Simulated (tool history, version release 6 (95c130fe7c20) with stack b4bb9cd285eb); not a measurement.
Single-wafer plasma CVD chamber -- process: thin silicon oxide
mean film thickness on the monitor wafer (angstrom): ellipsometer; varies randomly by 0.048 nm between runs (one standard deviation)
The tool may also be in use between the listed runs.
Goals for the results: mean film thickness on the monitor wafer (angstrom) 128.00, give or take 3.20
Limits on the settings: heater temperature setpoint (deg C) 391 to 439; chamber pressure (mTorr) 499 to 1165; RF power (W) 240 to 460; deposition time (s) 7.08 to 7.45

| run | day | heater temperature setpoint (deg C) | chamber pressure (mTorr) | RF power (W) | deposition time (s) | mean film thickness on the monitor wafer (angstrom) |
|---|---|---|---|---|---|---|
| 1 | 0.000 | 415 | 832 | 350 | 7.45 | 150.59 |
| 2 | 0.267 | 424 | 832 | 350 | 7.45 | 148.54 |
| 3 | 0.546 | 424 | 911 | 350 | 7.45 | 162.39 |
| 4 | 0.779 | 424 | 871 | 350 | 7.44 | 156.05 |
| 5 | 0.833 | 424 | 838 | 350 | 7.44 | 151.12 |
| 6 | 0.892 | 424 | 808 | 350 | 7.44 | 145.16 |
| 7 | 0.992 | 424 | 787 | 350 | 7.44 | 140.24 |
| 8 | 1.246 | 424 | 773 | 350 | 7.44 | 137.35 |
|  | 1.371 | RF generator calibrated |
| 9 | 1.371 | 424 | 763 | 350 | 7.44 | 139.35 |
| 10 | 1.496 | 424 | 665 | 345 | 7.43 | 117.72 |
| 11 | 1.642 | 424 | 677 | 345 | 7.43 | 120.11 |
| 12 | 1.792 | 424 | 686 | 345 | 7.43 | 123.31 |
| 13 | 1.825 | 424 | 692 | 345 | 7.43 | 123.75 |

Which of these 5 next moves meets every target?
| A | 1.858 | 418 | 687 | 360 | 7.08 | ? |
| B | 1.858 | 416 | 677 | 310 | 7.45 | ? |
| C | 1.858 | 422 | 771 | 280 | 7.45 | ? |
| D | 1.858 | 416 | 674 | 355 | 7.08 | ? |
| E | 1.858 | 410 | 646 | 380 | 7.41 | ? |

| move | mean film thickness on the monitor wafer (angstrom) |
|---|---|
| A | 119.54 |
| B | 115.39 |
| C | 126.47 |
| D | 116.28 |
| E | 119.49 |
A: the biggest miss grows against the last run
B: the biggest miss grows against the last run
C: all results in spec
D: the biggest miss grows against the last run
E: the biggest miss grows against the last run
The move that meets every target is C.

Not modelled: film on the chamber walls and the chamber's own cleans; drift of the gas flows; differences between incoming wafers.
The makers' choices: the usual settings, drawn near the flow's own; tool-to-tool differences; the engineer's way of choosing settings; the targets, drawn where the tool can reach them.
